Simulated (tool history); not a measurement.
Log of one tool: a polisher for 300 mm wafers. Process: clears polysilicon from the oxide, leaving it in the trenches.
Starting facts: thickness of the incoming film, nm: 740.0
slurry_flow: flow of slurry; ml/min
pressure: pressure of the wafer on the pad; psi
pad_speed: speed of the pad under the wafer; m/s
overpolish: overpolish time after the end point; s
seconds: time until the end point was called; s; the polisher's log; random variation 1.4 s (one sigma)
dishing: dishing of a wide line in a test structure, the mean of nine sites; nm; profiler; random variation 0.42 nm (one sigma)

| run | hour | slurry_flow | pressure | pad_speed | overpolish | seconds | dishing |
|---|---|---|---|---|---|---|---|
| 1 | 0.0 | 310 | 2.5 | 1.22 | 9 | 54.155 | 41.834 |
| 2 | 7.9 | 310 | 2.3 | 1.20 | 9 | 58.129 | 40.461 |
| 3 | 11.7 | 310 | 2.3 | 1.20 | 12 | 59.903 | 43.603 |
| 4 | 16.1 | 310 | 2.1 | 1.20 | 12 | 63.311 | 43.670 |
| 5 | 22.3 | 280 | 2.1 | 1.20 | 12 | 65.256 | 42.952 |
| 6 | 27.5 | 280 | 2.6 | 1.20 | 12 | 54.737 | 44.497 |
| 7 | 33.4 | 280 | 1.9 | 1.12 | 9 | 75.821 | 37.523 |

What will run 8 give?
| 8 | 40.0 | 275 | 1.9 | 1.12 | 9 | ? | ? |

{"run 8": {"seconds": 72.855, "dishing": 38.092}}

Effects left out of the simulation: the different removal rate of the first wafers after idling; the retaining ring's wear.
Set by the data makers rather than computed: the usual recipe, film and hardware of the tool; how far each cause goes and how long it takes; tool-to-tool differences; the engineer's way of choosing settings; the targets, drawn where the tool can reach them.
